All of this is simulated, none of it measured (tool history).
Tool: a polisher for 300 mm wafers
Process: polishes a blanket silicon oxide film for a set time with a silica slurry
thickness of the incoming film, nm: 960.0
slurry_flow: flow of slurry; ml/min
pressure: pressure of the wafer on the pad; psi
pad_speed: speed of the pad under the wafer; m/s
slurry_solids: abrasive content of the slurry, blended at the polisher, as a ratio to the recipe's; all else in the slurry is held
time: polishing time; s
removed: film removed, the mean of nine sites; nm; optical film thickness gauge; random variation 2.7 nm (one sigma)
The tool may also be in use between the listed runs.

run	hour	slurry_flow	pressure	pad_speed	slurry_solids	time	removed
1	0	145	5.4	1.32	1	91	432.39
2	5.7	140	4.9	1.32	1	91	383.85
3	9.9	165	4.9	1.32	1	91	393.74
4	18.5	165	4.6	1.32	1	91	376.97
5	21.1	165	4.6	1.32	1	96	389.78
6	27.7	165	4.3	1.32	1	96	364.97
7	30.9	160	4.1	1.32	1	96	345.68
8	33.6	155	4	1.32	1	96	335.78
9	40.1	150	3.9	1.32	1	96	329.81

Run 10 comes next. What will it give?
10	40.7	150	3.9	1.32	1	96	?

{"run 10": {"removed": 330.34}}
